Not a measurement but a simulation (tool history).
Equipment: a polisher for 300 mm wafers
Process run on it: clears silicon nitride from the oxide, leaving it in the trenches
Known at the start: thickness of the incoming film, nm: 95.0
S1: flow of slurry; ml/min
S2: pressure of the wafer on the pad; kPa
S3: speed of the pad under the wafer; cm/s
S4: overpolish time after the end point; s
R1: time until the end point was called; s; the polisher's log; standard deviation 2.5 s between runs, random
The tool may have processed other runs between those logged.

run,hour,S1,S2,S3,S4,R1
1,0,290,16.5,110,28,88.947
2,2.1,290,16.5,110,28,91.017
3,2.9,315,16.5,110,28,91.112
4,6,345,16.5,110,28,89.649
5,14,345,16.5,110,30,91.761
6,20.9,345,16.5,110,28,91.157

Expected results for the next run?
# hour 27.9: head pressure recalibrated
7,27.9,345,15.2,108,28,?

{"run 7": {"R1": 103.93}}
